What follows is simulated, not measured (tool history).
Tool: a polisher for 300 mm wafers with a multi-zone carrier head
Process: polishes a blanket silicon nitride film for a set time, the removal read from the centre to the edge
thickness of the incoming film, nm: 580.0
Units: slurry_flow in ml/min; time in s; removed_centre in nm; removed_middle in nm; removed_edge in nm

run  hour  slurry_flow  centre_zone  middle_zone  edge_zone  time  removed_centre  removed_middle  removed_edge
  1     0          315            1            1          1    56          99.651          101.03        101.43
  2   5.9          320         1.04            1       1.04    59          108.85          107.21        108.86
  3  14.2          320         1.04         1.08       1.04    59          107.33          112.45        109.32
  4  17.7          320         1.12         1.08       1.04    59          117.23          110.76        108.59
  5  26.6          270         1.12         1.08       1.04    59          116.81          110.75        108.11
  6  34.7          270         1.13         1.06       1.08    61          120.66          112.12        113.74
  7  43.1          270         1.15         1.05       1.11    63          124.01          115.66         118.3
  8  47.8          270         1.16         1.03       1.12    64          125.37          114.91        122.61
  9  51.8          270         1.17         1.02       1.11    65          135.55          118.29        123.21
 10  56.2          270         1.17         1.01       1.13    65          132.86          113.64        124.23

Run 11 comes next. What will it give?
 11  60.9          305         1.18         1.04       1.17    67               ?               ?             ?

{"run 11": {"removed_centre": 140.87, "removed_middle": 124.42, "removed_edge": 132.28}}

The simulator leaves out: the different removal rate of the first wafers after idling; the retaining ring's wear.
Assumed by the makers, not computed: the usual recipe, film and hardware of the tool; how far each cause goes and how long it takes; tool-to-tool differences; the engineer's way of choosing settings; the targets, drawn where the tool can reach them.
